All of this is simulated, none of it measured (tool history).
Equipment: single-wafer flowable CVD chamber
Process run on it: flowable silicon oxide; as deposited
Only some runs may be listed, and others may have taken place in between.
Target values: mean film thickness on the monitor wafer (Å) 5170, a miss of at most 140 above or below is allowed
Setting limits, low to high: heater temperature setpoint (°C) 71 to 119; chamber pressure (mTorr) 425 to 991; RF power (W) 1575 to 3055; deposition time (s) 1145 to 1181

run  hour  heater temperature setpoint (°C)  chamber pressure (mTorr)  RF power (W)  deposition time (s)  mean film thickness on the monitor wafer (Å)
  1     0                                95                       708          2315                 1145                                          7006
  2   1.1                                95                       800          2315                 1145                                        7909.6
  3   4.9                                97                       799          2315                 1145                                        7382.3
  4   9.4                                98                       799          2315                 1145                                        7124.7
  5  16.4                               103                       799          2315                 1145                                        6029.9
  6  17.6                               103                       888          2315                 1145                                          6679
  7  21.1                               103                       888          2315                 1145                                        6680.8
  8  24.9                               112                       886          2315                 1145                                        4987.3

Which of these 4 next moves meets every target?
  A  28.7                               109                       773          2570                 1145                                             ?
  B  28.7                               110                       791          2405                 1164                                             ?
  C  28.7                               112                       904          2330                 1178                                             ?
  D  28.7                               108                       846          2465                 1180                                             ?

move  mean film thickness on the monitor wafer (Å)
   A                                          4875
   B                                        4854.3
   C                                        5223.5
   D                                        5629.7
A: lands further from the targets than the last run did
B: lands further from the targets than the last run did
C: meets every target
D: takes the biggest miss from the last run beyond its target
So the answer is move C, the one that meets all the targets.

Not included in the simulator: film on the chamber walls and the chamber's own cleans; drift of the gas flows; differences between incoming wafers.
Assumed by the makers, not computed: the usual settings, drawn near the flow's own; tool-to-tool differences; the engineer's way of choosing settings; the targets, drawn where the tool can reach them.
